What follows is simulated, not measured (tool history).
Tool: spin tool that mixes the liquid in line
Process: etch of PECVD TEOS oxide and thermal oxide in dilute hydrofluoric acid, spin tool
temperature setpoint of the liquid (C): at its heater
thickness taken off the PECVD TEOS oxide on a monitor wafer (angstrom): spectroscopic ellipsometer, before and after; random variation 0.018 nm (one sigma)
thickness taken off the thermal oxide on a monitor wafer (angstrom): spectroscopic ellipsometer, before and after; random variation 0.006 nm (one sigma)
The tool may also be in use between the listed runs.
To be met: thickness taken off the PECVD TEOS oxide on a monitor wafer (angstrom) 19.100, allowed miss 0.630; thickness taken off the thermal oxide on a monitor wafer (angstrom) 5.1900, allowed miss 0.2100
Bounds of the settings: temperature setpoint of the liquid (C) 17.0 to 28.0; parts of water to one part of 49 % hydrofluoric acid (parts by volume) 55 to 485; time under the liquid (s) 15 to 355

run	hour	temperature setpoint of the liquid (C)	parts of water to one part of 49 % hydrofluoric acid (parts by volume)	time under the liquid (s)	thickness taken off the PECVD TEOS oxide on a monitor wafer (angstrom)	thickness taken off the thermal oxide on a monitor wafer (angstrom)
1	0.0	20.0	270	180	78.352	21.6170
2	4.4	19.5	315	170	60.598	16.5060
3	6.5	19.5	315	225	81.472	21.5880
4	12.8	19.0	350	200	60.289	16.5710
5	20.3	18.5	375	180	49.651	13.2430
6	27.9	20.5	375	180	52.884	14.5700
7	34.0	18.0	485	90	17.413	4.6921
8	37.4	18.5	485	90	17.376	4.7698

4 next moves are on the table. One of them brings every result within its allowed miss. Which?
A	40.8	19.5	485	95	?	?
B	40.8	17.0	450	80	?	?
C	40.8	17.0	465	85	?	?
D	40.8	25.5	465	60	?	?

move	thickness taken off the PECVD TEOS oxide on a monitor wafer (angstrom)	thickness taken off the thermal oxide on a monitor wafer (angstrom)
A	18.764	5.1085
B	16.048	4.3689
C	16.317	4.4422
D	15.254	4.1529
A: meets every target
B: further off than the last run
C: further off than the last run
D: further off than the last run
Move A is the one to make.
